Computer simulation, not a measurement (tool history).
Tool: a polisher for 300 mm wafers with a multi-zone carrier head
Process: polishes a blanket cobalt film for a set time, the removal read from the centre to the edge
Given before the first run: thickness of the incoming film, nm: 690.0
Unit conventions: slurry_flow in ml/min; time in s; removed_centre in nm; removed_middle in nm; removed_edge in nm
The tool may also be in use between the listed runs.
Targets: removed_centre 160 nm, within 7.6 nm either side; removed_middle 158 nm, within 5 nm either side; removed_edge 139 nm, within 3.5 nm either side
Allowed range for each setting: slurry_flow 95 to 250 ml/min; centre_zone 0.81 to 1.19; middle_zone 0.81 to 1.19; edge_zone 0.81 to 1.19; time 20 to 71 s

| run | hour | slurry_flow | centre_zone | middle_zone | edge_zone | time | removed_centre | removed_middle | removed_edge |
|---|---|---|---|---|---|---|---|---|---|
| 1 | 0 | 160 | 1 | 1 | 1 | 45 | 128.59 | 127.13 | 128.99 |
| 2 | 6.7 | 180 | 1 | 1 | 1 | 45 | 131.88 | 126.05 | 130.23 |
| 3 | 11.7 | 180 | 1.02 | 1.04 | 1 | 46 | 137.48 | 136.43 | 131.04 |
| 4 | 17 | 180 | 0.99 | 1.04 | 1 | 46 | 135.74 | 136.7 | 132.52 |
| 5 | 19.4 | 180 | 0.99 | 1 | 1 | 46 | 135.8 | 130.59 | 132.02 |
| 6 | 24.8 | 220 | 0.99 | 1 | 1 | 46 | 137.28 | 134.45 | 132.85 |
| 7 | 25.7 | 220 | 1.01 | 1.02 | 1.01 | 46 | 143.03 | 135.53 | 134.63 |
| 8 | 32.9 | 220 | 1.02 | 1.05 | 1.01 | 46 | 143.95 | 137.75 | 133.67 |
| 9 | 38.5 | 220 | 1.03 | 1.08 | 1.01 | 46 | 148.26 | 142.26 | 133.54 |
| 10 | 41.8 | 220 | 1.03 | 1.1 | 1.02 | 46 | 143.27 | 144.41 | 135.26 |

Consider the 4 candidate settings below. Which is the only one whose results all fall within their allowed miss of target?
| A | 45.1 | 245 | 0.97 | 1.16 | 0.88 | 47 | ? | ? | ? |
| B | 45.1 | 225 | 1.07 | 1.12 | 0.94 | 49 | ? | ? | ? |
| C | 45.1 | 210 | 1.06 | 1.15 | 1.03 | 44 | ? | ? | ? |
| D | 45.1 | 230 | 1.01 | 1.18 | 1.01 | 47 | ? | ? | ? |

| move | removed_centre | removed_middle | removed_edge |
|---|---|---|---|
| A | 141.61 | 157.77 | 130.42 |
| B | 161.27 | 158.3 | 139.28 |
| C | 142.23 | 144.09 | 129.87 |
| D | 146.4 | 158.84 | 138.4 |
A: brings the last run's worst result on target, with another outside its allowed miss
B: hits every target within its allowed miss
C: just as far off the targets as the last run
D: brings the last run's worst result on target, with another outside its allowed miss
The right move is B.

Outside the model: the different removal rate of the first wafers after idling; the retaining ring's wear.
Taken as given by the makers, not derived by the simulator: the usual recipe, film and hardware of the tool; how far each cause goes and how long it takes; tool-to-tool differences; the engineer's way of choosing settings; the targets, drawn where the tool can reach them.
